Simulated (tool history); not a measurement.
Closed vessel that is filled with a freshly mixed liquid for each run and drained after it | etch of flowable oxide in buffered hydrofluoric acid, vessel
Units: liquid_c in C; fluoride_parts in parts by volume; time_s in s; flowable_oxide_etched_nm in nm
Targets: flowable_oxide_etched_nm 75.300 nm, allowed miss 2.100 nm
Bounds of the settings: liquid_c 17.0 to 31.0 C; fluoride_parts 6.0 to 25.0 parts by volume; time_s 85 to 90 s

| run | hour | liquid_c | fluoride_parts | time_s | flowable_oxide_etched_nm |
|---|---|---|---|---|---|
| 1 | 0.0 | 23.0 | 15.5 | 85 | 115.730 |
| 2 | 8.6 | 23.0 | 15.5 | 85 | 116.620 |
| 3 | 12.5 | 25.0 | 15.5 | 85 | 129.200 |
| 4 | 15.2 | 25.0 | 13.5 | 85 | 147.010 |
| 5 | 19.8 | 23.0 | 14.5 | 85 | 123.280 |
| 6 | 21.0 | 20.0 | 14.5 | 85 | 104.160 |
| 7 | 25.4 | 19.0 | 15.0 | 85 | 95.407 |
| 8 | 32.6 | 18.5 | 15.5 | 85 | 89.196 |

Which of these 4 next moves meets every target?
| A | 39.8 | 17.5 | 18.5 | 90 | ? |
| B | 39.8 | 19.5 | 17.5 | 85 | ? |
| C | 39.8 | 18.5 | 14.0 | 90 | ? |
| D | 39.8 | 18.0 | 12.0 | 85 | ? |

| move | flowable_oxide_etched_nm |
|---|---|
| A | 75.192 |
| B | 84.025 |
| C | 104.750 |
| D | 111.860 |
A: meets every target
B: nearer than the last run, and not there yet
C: further off than the last run
D: further off than the last run
The right move is A.

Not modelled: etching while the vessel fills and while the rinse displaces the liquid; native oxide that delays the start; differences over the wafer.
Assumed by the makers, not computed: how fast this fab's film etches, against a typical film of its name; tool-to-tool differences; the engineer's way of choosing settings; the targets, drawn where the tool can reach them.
